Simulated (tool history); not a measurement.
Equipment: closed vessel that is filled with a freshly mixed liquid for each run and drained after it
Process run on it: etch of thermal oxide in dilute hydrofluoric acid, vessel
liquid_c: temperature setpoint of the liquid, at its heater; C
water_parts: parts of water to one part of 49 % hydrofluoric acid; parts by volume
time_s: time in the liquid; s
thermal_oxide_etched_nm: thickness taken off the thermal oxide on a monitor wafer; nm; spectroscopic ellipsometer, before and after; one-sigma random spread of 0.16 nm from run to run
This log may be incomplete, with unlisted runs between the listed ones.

{"run": 1, "day": 0.0, "liquid_c": 22, "water_parts": 190, "time_s": 340, "thermal_oxide_etched_nm": 6.9351}
{"run": 2, "day": 0.208, "liquid_c": 23.5, "water_parts": 170, "time_s": 340, "thermal_oxide_etched_nm": 8.265}
{"run": 3, "day": 0.425, "liquid_c": 25.5, "water_parts": 170, "time_s": 340, "thermal_oxide_etched_nm": 8.8778}
{"run": 4, "day": 0.571, "liquid_c": 22.5, "water_parts": 170, "time_s": 340, "thermal_oxide_etched_nm": 7.9359}
{"run": 5, "day": 0.762, "liquid_c": 22.5, "water_parts": 195, "time_s": 340, "thermal_oxide_etched_nm": 6.7702}
{"run": 6, "day": 0.95, "liquid_c": 22.5, "water_parts": 195, "time_s": 365, "thermal_oxide_etched_nm": 7.1839}
{"run": 7, "day": 1.096, "liquid_c": 24, "water_parts": 175, "time_s": 365, "thermal_oxide_etched_nm": 8.6813}
{"run": 8, "day": 1.396, "liquid_c": 28, "water_parts": 100, "time_s": 365, "thermal_oxide_etched_nm": 19.585}
{"run": 9, "day": 1.746, "liquid_c": 27, "water_parts": 100, "time_s": 365, "thermal_oxide_etched_nm": 18.716}
{"run": 10, "day": 1.842, "liquid_c": 26, "water_parts": 100, "time_s": 365, "thermal_oxide_etched_nm": 18.055}
{"run": 11, "day": 1.867, "liquid_c": 25.5, "water_parts": 100, "time_s": 365, "thermal_oxide_etched_nm": 17.694}
{"run": 12, "day": 1.908, "liquid_c": 25, "water_parts": 100, "time_s": 365, "thermal_oxide_etched_nm": 17.588}
{"run": 13, "day": 2.167, "liquid_c": 24.5, "water_parts": 100, "time_s": 365, "thermal_oxide_etched_nm": 17.139}

Predict the results of run 14:
{"run": 14, "day": 2.458, "liquid_c": 24, "water_parts": 100, "time_s": 365, "thermal_oxide_etched_nm": "?"}

thermal_oxide_etched_nm: 16.814 nm
